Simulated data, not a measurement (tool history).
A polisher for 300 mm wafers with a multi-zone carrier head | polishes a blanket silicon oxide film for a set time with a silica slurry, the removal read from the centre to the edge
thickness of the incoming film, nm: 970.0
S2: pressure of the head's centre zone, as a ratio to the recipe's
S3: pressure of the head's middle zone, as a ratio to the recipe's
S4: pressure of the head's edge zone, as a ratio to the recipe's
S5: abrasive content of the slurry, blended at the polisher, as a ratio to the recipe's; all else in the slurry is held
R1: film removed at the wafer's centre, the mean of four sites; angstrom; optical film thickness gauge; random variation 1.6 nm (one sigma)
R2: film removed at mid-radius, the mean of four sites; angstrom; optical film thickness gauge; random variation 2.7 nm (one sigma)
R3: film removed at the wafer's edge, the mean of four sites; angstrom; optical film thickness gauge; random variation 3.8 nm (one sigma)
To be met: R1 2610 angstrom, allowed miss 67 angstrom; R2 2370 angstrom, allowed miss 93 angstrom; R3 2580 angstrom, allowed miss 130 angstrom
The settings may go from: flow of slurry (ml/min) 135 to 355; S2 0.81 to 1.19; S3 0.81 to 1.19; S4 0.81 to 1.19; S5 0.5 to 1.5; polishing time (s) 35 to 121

Run 1, hour 0: flow of slurry (ml/min) 225, S2 1, S3 1, S4 1, S5 1, polishing time (s) 78. Result: R1 2815.3 angstrom, R2 2830.3 angstrom, R3 2955.5 angstrom.
Run 2, hour 0.9: flow of slurry (ml/min) 220, S2 1, S3 0.98, S4 0.98, S5 1, polishing time (s) 78. Result: R1 2788.5 angstrom, R2 2792.1 angstrom, R3 2846.9 angstrom.
Run 3, hour 2.9: flow of slurry (ml/min) 215, S2 1, S3 0.96, S4 0.98, S5 1, polishing time (s) 78. Result: R1 2823 angstrom, R2 2781.9 angstrom, R3 2849.3 angstrom.
Run 4, hour 11.9: flow of slurry (ml/min) 240, S2 1, S3 0.96, S4 0.98, S5 1, polishing time (s) 78. Result: R1 2881.4 angstrom, R2 2827 angstrom, R3 2817.9 angstrom.
Run 5, hour 20.5: flow of slurry (ml/min) 230, S2 1, S3 0.94, S4 0.98, S5 1, polishing time (s) 78. Result: R1 2839.4 angstrom, R2 2745.3 angstrom, R3 2844.6 angstrom.
Run 6, hour 25.7: flow of slurry (ml/min) 195, S2 1, S3 0.94, S4 0.98, S5 1, polishing time (s) 78. Result: R1 2751.5 angstrom, R2 2682.2 angstrom, R3 2819 angstrom.
Run 7, hour 28.9: flow of slurry (ml/min) 190, S2 1, S3 0.92, S4 0.98, S5 1, polishing time (s) 78. Result: R1 2736.5 angstrom, R2 2629.4 angstrom, R3 2802.6 angstrom.
Run 8, hour 36.9: flow of slurry (ml/min) 185, S2 1, S3 0.91, S4 0.97, S5 1, polishing time (s) 78. Result: R1 2744.8 angstrom, R2 2621 angstrom, R3 2803.6 angstrom.
Run 9, hour 38.2: flow of slurry (ml/min) 185, S2 1, S3 0.91, S4 0.97, S5 1, polishing time (s) 78. Result: R1 2727.8 angstrom, R2 2609.5 angstrom, R3 2782.6 angstrom.
Run 10, hour 40.6: flow of slurry (ml/min) 180, S2 1, S3 0.9, S4 0.96, S5 1, polishing time (s) 78. Result: R1 2707.5 angstrom, R2 2568.5 angstrom, R3 2802.9 angstrom.
Run 11, hour 42.1: flow of slurry (ml/min) 185, S2 1, S3 0.89, S4 0.95, S5 1, polishing time (s) 78. Result: R1 2734.1 angstrom, R2 2555.4 angstrom, R3 2751 angstrom.
Run 12, hour 50.3: flow of slurry (ml/min) 180, S2 1, S3 0.88, S4 0.94, S5 1, polishing time (s) 78. Result: R1 2734.9 angstrom, R2 2579.7 angstrom, R3 2798.3 angstrom.
Run 13, hour 52.4: flow of slurry (ml/min) 185, S2 1, S3 0.88, S4 0.94, S5 0.95, polishing time (s) 78. Result: R1 2628.1 angstrom, R2 2505.6 angstrom, R3 2648.1 angstrom.

Which of these 5 next moves meets every target?
Run A, hour 54.5: flow of slurry (ml/min) 135, S2 0.96, S3 0.87, S4 0.89, S5 1.15, polishing time (s) 74. Result: R1 ?, R2 ?, R3 ?.
Run B, hour 54.5: flow of slurry (ml/min) 160, S2 0.95, S3 0.82, S4 0.98, S5 1.1, polishing time (s) 76. Result: R1 ?, R2 ?, R3 ?.
Run C, hour 54.5: flow of slurry (ml/min) 175, S2 1.01, S3 0.84, S4 0.91, S5 0.7, polishing time (s) 97. Result: R1 ?, R2 ?, R3 ?.
Run D, hour 54.5: flow of slurry (ml/min) 235, S2 0.95, S3 0.99, S4 0.85, S5 0.7, polishing time (s) 100. Result: R1 ?, R2 ?, R3 ?.
Run E, hour 54.5: flow of slurry (ml/min) 135, S2 1.01, S3 0.81, S4 1.02, S5 1.3, polishing time (s) 70. Result: R1 ?, R2 ?, R3 ?.

move      R1      R2      R3
   A  2497.8  2456.3  2632.9
   B  2583.1  2460.2  2835.8
   C  2586.8    2353  2568.2
   D  2644.9  2823.9  2648.4
   E  2634.2    2358  2823.1
A: brings the result that was furthest off to its target, and leaves another outside
B: brings the result that was furthest off to its target, and leaves another outside
C: meets every target
D: further off than the last run
E: brings the result that was furthest off to its target, and leaves another outside
Move C is the one to make.
